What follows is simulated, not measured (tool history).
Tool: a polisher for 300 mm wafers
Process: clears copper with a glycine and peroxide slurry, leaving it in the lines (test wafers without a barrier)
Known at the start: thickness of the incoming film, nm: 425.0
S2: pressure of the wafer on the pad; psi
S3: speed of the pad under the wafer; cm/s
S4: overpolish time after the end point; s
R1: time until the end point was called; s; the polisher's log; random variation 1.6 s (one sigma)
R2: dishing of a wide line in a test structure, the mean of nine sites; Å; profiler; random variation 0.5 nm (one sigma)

run 1 day=0.000 | flow_of_slurry_(ml/min)=125 S2=2.0 S3=98 S4=25 | R1=101.400 R2=606.75
run 2 day=0.258 | flow_of_slurry_(ml/min)=125 S2=2.5 S3=98 S4=25 | R1=87.065 R2=692.18
run 3 day=0.421 | flow_of_slurry_(ml/min)=125 S2=2.5 S3=98 S4=29 | R1=88.963 R2=757.30
run 4 day=0.546 | flow_of_slurry_(ml/min)=125 S2=2.7 S3=98 S4=29 | R1=82.428 R2=776.89
run 5 day=0.779 | flow_of_slurry_(ml/min)=110 S2=2.2 S3=94 S4=22 | R1=100.810 R2=555.70
run 6 day=0.996 | flow_of_slurry_(ml/min)=100 S2=1.8 S3=94 S4=18 | R1=116.280 R2=438.95
run 7 day=1.267 | flow_of_slurry_(ml/min)=75 S2=1.2 S3=104 S4=8 | R1=153.240 R2=172.70
run 8 day=1.458 | flow_of_slurry_(ml/min)=85 S2=1.2 S3=100 S4=10 | R1=149.610 R2=212.41
run 9 day=1.504 | flow_of_slurry_(ml/min)=85 S2=1.2 S3=100 S4=10 | R1=151.190 R2=207.59
run 10 day=1.750 | flow_of_slurry_(ml/min)=90 S2=1.2 S3=98 S4=11 | R1=149.950 R2=228.06

Expected results for the next run?
run 11 day=1.896 | flow_of_slurry_(ml/min)=90 S2=1.2 S3=96 S4=11 | R1=? R2=?

{"run 11": {"R1": 153.48, "R2": 226.41}}

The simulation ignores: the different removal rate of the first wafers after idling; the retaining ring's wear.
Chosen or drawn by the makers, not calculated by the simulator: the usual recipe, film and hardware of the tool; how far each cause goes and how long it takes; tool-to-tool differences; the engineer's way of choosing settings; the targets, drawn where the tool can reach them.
